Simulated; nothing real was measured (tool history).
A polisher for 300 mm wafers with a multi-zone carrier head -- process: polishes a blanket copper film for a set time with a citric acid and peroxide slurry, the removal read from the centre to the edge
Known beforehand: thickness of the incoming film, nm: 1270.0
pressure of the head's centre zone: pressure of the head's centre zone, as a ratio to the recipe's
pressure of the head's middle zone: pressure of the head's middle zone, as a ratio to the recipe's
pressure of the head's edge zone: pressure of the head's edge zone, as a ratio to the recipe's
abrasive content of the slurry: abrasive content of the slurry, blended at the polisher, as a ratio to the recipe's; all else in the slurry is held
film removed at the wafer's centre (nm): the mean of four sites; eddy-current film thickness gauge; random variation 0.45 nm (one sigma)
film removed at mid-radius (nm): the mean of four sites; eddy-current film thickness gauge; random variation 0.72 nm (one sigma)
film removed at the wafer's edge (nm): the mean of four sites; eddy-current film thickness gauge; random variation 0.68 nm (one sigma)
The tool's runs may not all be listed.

run  hour  flow of slurry (ml/min)  pressure of the head's centre zone  pressure of the head's middle zone  pressure of the head's edge zone  abrasive content of the slurry  polishing time (s)  film removed at the wafer's centre (nm)  film removed at mid-radius (nm)  film removed at the wafer's edge (nm)
  1     0                      130                                   1                                   1                                 1                               1                  46                                   86.302                           83.899                                 86.598
  2   1.3                      120                                0.98                                1.02                              0.97                               1                  46                                   82.901                           83.933                                  84.95
  3   3.7                      120                                0.98                                1.02                              0.91                               1                  46                                   83.894                           83.057                                 81.641
  4   6.6                      120                                0.98                                1.02                              0.84                               1                  46                                   83.108                           83.784                                 80.674
  5    13                      120                                0.98                                1.02                              0.84                               1                  35                                   63.657                           63.489                                 59.705
  6  14.2                      135                                0.97                                1.05                               0.9                            1.05                  35                                   65.611                           68.739                                 63.563
  7  23.1                      145                                0.96                                1.06                              0.95                             1.1                  35                                   67.255                           69.813                                 67.504
  8  29.1                      155                                0.95                                1.09                              0.96                             1.1                  35                                   67.474                            73.28                                 68.732
  9  34.3                      165                                0.95                                1.11                              0.98                             1.1                  35                                    68.65                           76.328                                 70.353
 10  37.4                      170                                0.95                                1.12                                 1                             1.1                  35                                   69.545                           76.581                                 69.851
 11  44.1                      175                                0.94                                1.13                              1.02                            1.15                  35                                   70.134                           78.285                                 71.149

Predict the results of run 12:
 12  49.8                      180                                0.93                                1.14                              1.05                             1.2                  35                                        ?                                ?                                      ?

{"run 12": {"film removed at the wafer's centre (nm)": 69.618, "film removed at mid-radius (nm)": 78.77, "film removed at the wafer's edge (nm)": 72.935}}

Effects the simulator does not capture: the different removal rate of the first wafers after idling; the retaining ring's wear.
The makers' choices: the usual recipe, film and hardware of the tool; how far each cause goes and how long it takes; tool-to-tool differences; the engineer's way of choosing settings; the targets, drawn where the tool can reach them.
